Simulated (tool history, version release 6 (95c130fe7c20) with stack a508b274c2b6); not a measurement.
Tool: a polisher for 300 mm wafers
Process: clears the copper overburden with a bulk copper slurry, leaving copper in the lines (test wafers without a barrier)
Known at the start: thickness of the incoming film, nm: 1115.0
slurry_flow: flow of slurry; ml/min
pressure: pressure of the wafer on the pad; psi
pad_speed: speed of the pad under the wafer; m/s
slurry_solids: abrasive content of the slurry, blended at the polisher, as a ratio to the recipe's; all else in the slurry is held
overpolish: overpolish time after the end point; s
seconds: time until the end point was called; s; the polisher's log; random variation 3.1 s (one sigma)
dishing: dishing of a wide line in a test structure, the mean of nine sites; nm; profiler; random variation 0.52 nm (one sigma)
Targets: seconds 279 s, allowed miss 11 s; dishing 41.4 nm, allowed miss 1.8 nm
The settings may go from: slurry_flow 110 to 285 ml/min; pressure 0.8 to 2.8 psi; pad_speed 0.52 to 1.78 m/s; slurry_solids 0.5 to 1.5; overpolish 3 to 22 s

run  hour  slurry_flow  pressure  pad_speed  slurry_solids  overpolish  seconds  dishing
  1     0          180       1.8       1.14              1          11    203.8   37.243
  2   5.1          180       1.7       1.14              1          12   210.86   37.323
  3  10.9          180       1.5       1.14              1          12   227.35   35.945
  4    18          180       1.5       1.14            0.8          12   239.19   33.773
  5  19.5          180       1.5        1.3            0.8          12   214.82   37.146
  6  20.7          140       1.5        1.3            0.8          12   218.46    37.04
  7  21.6          140       1.4        1.3            0.8          12   228.47   35.217
  8  28.5          140       1.4        1.3            0.8          13   228.43   37.439
  9  36.9          140       1.4        1.3            0.8          13   220.55   38.154
 10  39.3          140       1.3        1.3            0.8          14      239   38.361
 11  41.6          140       1.1       1.28            0.8          16   264.96   39.098
 12  45.7          140         1       1.28            0.8          17   280.93   38.472

5 next moves are on the table. One of them brings every result within its allowed miss. Which?
  A  49.8          145         1       1.32            0.8          14        ?        ?
  B  49.8          185         1       1.26           0.75          19        ?        ?
  C  49.8          145       0.9        1.3            0.9          22        ?        ?
  D  49.8          110       0.9       1.24              1          16        ?        ?
  E  49.8          165       1.2       1.18            0.7          16        ?        ?

move  seconds  dishing
   A   265.47   34.581
   B   276.52   42.374
   C    275.4   46.845
   D   287.73   35.845
   E   274.54    37.82
A: further off than the last run
B: meets every target
C: takes the result that was furthest off past its target
D: further off than the last run
E: further off than the last run
The right move is B.
